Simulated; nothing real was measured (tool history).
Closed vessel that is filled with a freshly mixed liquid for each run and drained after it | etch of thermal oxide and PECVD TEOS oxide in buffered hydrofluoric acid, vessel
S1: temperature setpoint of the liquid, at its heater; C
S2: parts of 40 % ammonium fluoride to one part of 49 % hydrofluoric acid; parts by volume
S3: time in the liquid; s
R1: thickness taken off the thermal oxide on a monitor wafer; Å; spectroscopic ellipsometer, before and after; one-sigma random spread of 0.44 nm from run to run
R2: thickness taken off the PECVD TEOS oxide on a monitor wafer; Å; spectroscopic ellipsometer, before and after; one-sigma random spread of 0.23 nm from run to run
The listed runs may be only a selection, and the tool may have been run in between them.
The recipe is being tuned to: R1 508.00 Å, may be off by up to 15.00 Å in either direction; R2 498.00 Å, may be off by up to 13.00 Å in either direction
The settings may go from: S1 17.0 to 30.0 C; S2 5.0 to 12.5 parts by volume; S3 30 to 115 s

run 1 hour=0.0 | S1=22.0 S2=7.5 S3=60 | R1=815.52 R2=816.99
run 2 hour=7.6 | S1=22.0 S2=7.5 S3=40 | R1=550.85 R2=541.53
run 3 hour=11.4 | S1=22.0 S2=7.5 S3=50 | R1=691.04 R2=677.23
run 4 hour=12.6 | S1=24.0 S2=7.5 S3=50 | R1=760.14 R2=745.37
run 5 hour=14.9 | S1=24.0 S2=7.5 S3=65 | R1=996.68 R2=978.73
run 6 hour=16.8 | S1=23.0 S2=8.0 S3=65 | R1=879.79 R2=860.27
run 7 hour=24.0 | S1=22.0 S2=8.5 S3=65 | R1=787.04 R2=768.62
run 8 hour=25.6 | S1=21.0 S2=8.5 S3=65 | R1=735.93 R2=728.11
run 9 hour=29.3 | S1=20.5 S2=8.5 S3=65 | R1=716.19 R2=702.14

Pick the move, out of 5, that brings all results within their allowed miss; only one does.
run A hour=33.0 | S1=17.0 S2=9.0 S3=60 | R1=? R2=?
run B hour=33.0 | S1=17.0 S2=5.5 S3=35 | R1=? R2=?
run C hour=33.0 | S1=20.0 S2=11.0 S3=55 | R1=? R2=?
run D hour=33.0 | S1=17.0 S2=7.5 S3=45 | R1=? R2=?
run E hour=33.0 | S1=21.5 S2=12.0 S3=55 | R1=? R2=?

move=A R1=508.42 R2=501.45
move=B R1=479.31 R2=472.74
move=C R1=470.92 R2=464.46
move=D R1=464.71 R2=458.34
move=E R1=470.26 R2=463.81
A: every result within its allowed miss
B: pushes the last run's worst result past its target
C: pushes the last run's worst result past its target
D: pushes the last run's worst result past its target
E: pushes the last run's worst result past its target
The right move is A.
